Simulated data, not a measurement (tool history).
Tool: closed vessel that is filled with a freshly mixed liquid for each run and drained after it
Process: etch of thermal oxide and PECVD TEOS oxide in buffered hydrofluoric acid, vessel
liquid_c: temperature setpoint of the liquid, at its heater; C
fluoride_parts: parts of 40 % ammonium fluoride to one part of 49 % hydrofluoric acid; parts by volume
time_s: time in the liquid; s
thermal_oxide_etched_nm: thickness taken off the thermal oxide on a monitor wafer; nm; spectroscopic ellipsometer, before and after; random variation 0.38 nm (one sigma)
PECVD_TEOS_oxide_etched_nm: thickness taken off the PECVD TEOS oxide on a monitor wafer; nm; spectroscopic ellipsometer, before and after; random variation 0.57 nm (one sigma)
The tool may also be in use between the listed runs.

Run 1, hour 0.0: liquid_c 23.0 C, fluoride_parts 8.5 parts by volume, time_s 60 s. Result: thermal_oxide_etched_nm 75.761 nm, PECVD_TEOS_oxide_etched_nm 160.060 nm.
Run 2, hour 8.5: liquid_c 23.0 C, fluoride_parts 8.5 parts by volume, time_s 35 s. Result: thermal_oxide_etched_nm 44.964 nm, PECVD_TEOS_oxide_etched_nm 93.343 nm.
Run 3, hour 15.5: liquid_c 23.5 C, fluoride_parts 8.5 parts by volume, time_s 35 s. Result: thermal_oxide_etched_nm 46.003 nm, PECVD_TEOS_oxide_etched_nm 95.399 nm.
Run 4, hour 18.6: liquid_c 23.5 C, fluoride_parts 8.5 parts by volume, time_s 30 s. Result: thermal_oxide_etched_nm 39.332 nm, PECVD_TEOS_oxide_etched_nm 81.959 nm.
Run 5, hour 22.7: liquid_c 23.5 C, fluoride_parts 8.5 parts by volume, time_s 45 s. Result: thermal_oxide_etched_nm 59.735 nm, PECVD_TEOS_oxide_etched_nm 122.790 nm.
Run 6, hour 31.6: liquid_c 26.0 C, fluoride_parts 8.5 parts by volume, time_s 45 s. Result: thermal_oxide_etched_nm 67.050 nm, PECVD_TEOS_oxide_etched_nm 139.930 nm.
Run 7, hour 38.0: liquid_c 25.0 C, fluoride_parts 8.5 parts by volume, time_s 45 s. Result: thermal_oxide_etched_nm 64.572 nm, PECVD_TEOS_oxide_etched_nm 135.340 nm.
Run 8, hour 45.4: liquid_c 24.5 C, fluoride_parts 8.5 parts by volume, time_s 45 s. Result: thermal_oxide_etched_nm 62.623 nm, PECVD_TEOS_oxide_etched_nm 130.130 nm.
Run 9, hour 48.2: liquid_c 24.0 C, fluoride_parts 8.5 parts by volume, time_s 45 s. Result: thermal_oxide_etched_nm 60.957 nm, PECVD_TEOS_oxide_etched_nm 126.370 nm.
Run 10, hour 52.5: liquid_c 23.5 C, fluoride_parts 8.5 parts by volume, time_s 45 s. Result: thermal_oxide_etched_nm 60.433 nm, PECVD_TEOS_oxide_etched_nm 124.150 nm.
Run 11, hour 60.9: liquid_c 23.0 C, fluoride_parts 8.5 parts by volume, time_s 45 s. Result: thermal_oxide_etched_nm 57.415 nm, PECVD_TEOS_oxide_etched_nm 120.760 nm.
Run 12, hour 68.9: liquid_c 22.5 C, fluoride_parts 8.5 parts by volume, time_s 45 s. Result: thermal_oxide_etched_nm 55.734 nm, PECVD_TEOS_oxide_etched_nm 117.190 nm.

Forecast run 13:
Run 13, hour 72.5: liquid_c 22.0 C, fluoride_parts 8.5 parts by volume, time_s 45 s. Result: thermal_oxide_etched_nm ?, PECVD_TEOS_oxide_etched_nm ?.

thermal_oxide_etched_nm: 54.360 nm
PECVD_TEOS_oxide_etched_nm: 114.160 nm

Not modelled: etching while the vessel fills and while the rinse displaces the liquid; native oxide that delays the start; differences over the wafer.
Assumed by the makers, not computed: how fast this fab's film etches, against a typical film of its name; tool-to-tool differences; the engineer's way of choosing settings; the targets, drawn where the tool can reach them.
